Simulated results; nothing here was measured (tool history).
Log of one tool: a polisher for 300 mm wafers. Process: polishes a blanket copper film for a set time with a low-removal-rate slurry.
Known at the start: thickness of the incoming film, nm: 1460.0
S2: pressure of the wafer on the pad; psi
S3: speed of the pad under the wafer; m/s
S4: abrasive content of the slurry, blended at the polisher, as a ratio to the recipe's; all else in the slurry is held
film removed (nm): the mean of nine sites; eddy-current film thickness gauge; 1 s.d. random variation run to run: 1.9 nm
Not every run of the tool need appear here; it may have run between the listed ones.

{"run": 1, "hour": 0.0, "flow of slurry (ml/min)": 120, "S2": 3.3, "S3": 1.16, "S4": 1.0, "polishing time (s)": 59, "film removed (nm)": 242.54}
{"run": 2, "hour": 5.0, "flow of slurry (ml/min)": 120, "S2": 3.1, "S3": 1.16, "S4": 1.0, "polishing time (s)": 59, "film removed (nm)": 232.08}
{"run": 3, "hour": 9.5, "flow of slurry (ml/min)": 120, "S2": 3.1, "S3": 1.16, "S4": 0.8, "polishing time (s)": 59, "film removed (nm)": 221.58}
{"run": 4, "hour": 10.8, "flow of slurry (ml/min)": 120, "S2": 3.1, "S3": 1.42, "S4": 0.8, "polishing time (s)": 59, "film removed (nm)": 260.05}
{"run": 5, "hour": 16.5, "flow of slurry (ml/min)": 120, "S2": 2.9, "S3": 1.42, "S4": 0.8, "polishing time (s)": 59, "film removed (nm)": 243.97}
{"run": 6, "hour": 17.1, "flow of slurry (ml/min)": 120, "S2": 2.3, "S3": 1.42, "S4": 0.8, "polishing time (s)": 59, "film removed (nm)": 210.91}

Run 7 is up next; what results do you expect?
{"run": 7, "hour": 22.2, "flow of slurry (ml/min)": 120, "S2": 2.2, "S3": 1.42, "S4": 0.8, "polishing time (s)": 59, "film removed (nm)": "?"}

film removed (nm): 202.62
